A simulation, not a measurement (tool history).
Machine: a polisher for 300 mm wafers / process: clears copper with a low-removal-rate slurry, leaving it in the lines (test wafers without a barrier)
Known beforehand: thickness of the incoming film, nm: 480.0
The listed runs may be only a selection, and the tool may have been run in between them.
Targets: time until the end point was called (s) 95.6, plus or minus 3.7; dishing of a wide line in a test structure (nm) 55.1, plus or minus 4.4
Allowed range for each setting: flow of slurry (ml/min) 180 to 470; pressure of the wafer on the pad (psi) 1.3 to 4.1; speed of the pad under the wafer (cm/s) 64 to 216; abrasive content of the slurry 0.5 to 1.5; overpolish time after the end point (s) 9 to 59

| run | hour | flow of slurry (ml/min) | pressure of the wafer on the pad (psi) | speed of the pad under the wafer (cm/s) | abrasive content of the slurry | overpolish time after the end point (s) | time until the end point was called (s) | dishing of a wide line in a test structure (nm) |
|---|---|---|---|---|---|---|---|---|
| 1 | 0 | 300 | 2.7 | 140 | 1 | 30 | 159.33 | 57.163 |
| 2 | 8.7 | 340 | 2.7 | 140 | 1 | 30 | 158.28 | 58.537 |
| 3 | 15.9 | 340 | 2.7 | 140 | 1 | 20 | 156.18 | 41.253 |
| 4 | 17.8 | 340 | 2.9 | 140 | 1 | 19 | 151.56 | 41.668 |
| 5 | 18.6 | 340 | 2.9 | 166 | 1 | 19 | 133.42 | 48.392 |
| 6 | 20 | 340 | 3.1 | 166 | 1 | 18 | 122.49 | 45.472 |
| 7 | 22.5 | 340 | 3.2 | 168 | 1 | 19 | 119.25 | 52.194 |
| 8 | 28.3 | 340 | 3.3 | 168 | 1 | 18 | 114.22 | 48.155 |
| 9 | 36 | 340 | 3.3 | 168 | 1 | 18 | 113.1 | 49.522 |
| 10 | 44.7 | 340 | 3.4 | 168 | 1 | 18 | 110.6 | 51.27 |
| 11 | 50.6 | 340 | 3.5 | 168 | 1 | 18 | 107.86 | 52.624 |
| 12 | 51.3 | 340 | 3.6 | 168 | 1 | 18 | 106.82 | 53.691 |
| 13 | 56.5 | 340 | 3.7 | 168 | 1 | 18 | 102.67 | 54.761 |
| 14 | 61.2 | 340 | 3.8 | 168 | 1 | 17 | 100.19 | 53.662 |

5 candidate next runs follow, results not yet known. Just one meets every target within its allowed miss. Identify it.
| A | 65.9 | 240 | 3.6 | 166 | 1.1 | 18 | ? | ? |
| B | 65.9 | 290 | 3.5 | 178 | 0.95 | 23 | ? | ? |
| C | 65.9 | 335 | 3.4 | 190 | 0.85 | 16 | ? | ? |
| D | 65.9 | 270 | 3.9 | 180 | 0.9 | 17 | ? | ? |
| E | 65.9 | 295 | 3.8 | 148 | 1.15 | 19 | ? | ? |

| move | time until the end point was called (s) | dishing of a wide line in a test structure (nm) |
|---|---|---|
| A | 108.94 | 50.93 |
| B | 107.9 | 60.912 |
| C | 107.01 | 47.054 |
| D | 97.963 | 53.112 |
| E | 108.79 | 53.265 |
A: moves away from the targets compared with the last run
B: moves away from the targets compared with the last run
C: moves away from the targets compared with the last run
D: every result lands within tolerance
E: moves away from the targets compared with the last run
Go with D: it meets all targets.

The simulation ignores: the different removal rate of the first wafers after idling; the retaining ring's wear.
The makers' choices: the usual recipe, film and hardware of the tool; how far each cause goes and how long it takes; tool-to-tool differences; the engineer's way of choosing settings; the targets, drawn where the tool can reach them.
